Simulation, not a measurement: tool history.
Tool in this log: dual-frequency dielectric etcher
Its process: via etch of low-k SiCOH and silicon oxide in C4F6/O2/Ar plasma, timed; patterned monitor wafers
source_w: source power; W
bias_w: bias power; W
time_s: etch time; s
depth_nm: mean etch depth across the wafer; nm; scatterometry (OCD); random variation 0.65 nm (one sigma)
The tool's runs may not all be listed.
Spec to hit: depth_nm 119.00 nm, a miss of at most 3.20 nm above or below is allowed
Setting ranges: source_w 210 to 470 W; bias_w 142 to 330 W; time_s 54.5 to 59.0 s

run	hour	source_w	bias_w	time_s	depth_nm
1	0.0	340	236	59.0	166.75
2	2.0	300	206	57.5	147.82
3	9.0	300	206	59.0	151.64
4	11.1	300	176	59.0	146.52
5	18.4	300	176	59.0	146.41
6	26.1	250	176	59.0	131.25
7	33.3	240	172	58.5	127.03
8	34.4	240	172	58.5	127.04

Which single option among these 5 for the next run brings every result within its allowed miss of target? Just one does.
A	35.5	290	165	55.5	?
B	35.5	230	169	56.5	?
C	35.5	300	192	56.0	?
D	35.5	210	181	54.5	?
E	35.5	260	163	59.0	?

move	depth_nm
A	133.39
B	119.09
C	141.57
D	109.97
E	132.91
A: lands further from the targets than the last run did
B: hits every target within its allowed miss
C: lands further from the targets than the last run did
D: the result that was furthest off in the last run now lies on the other side of its target
E: lands further from the targets than the last run did
Go with B: it meets all targets.

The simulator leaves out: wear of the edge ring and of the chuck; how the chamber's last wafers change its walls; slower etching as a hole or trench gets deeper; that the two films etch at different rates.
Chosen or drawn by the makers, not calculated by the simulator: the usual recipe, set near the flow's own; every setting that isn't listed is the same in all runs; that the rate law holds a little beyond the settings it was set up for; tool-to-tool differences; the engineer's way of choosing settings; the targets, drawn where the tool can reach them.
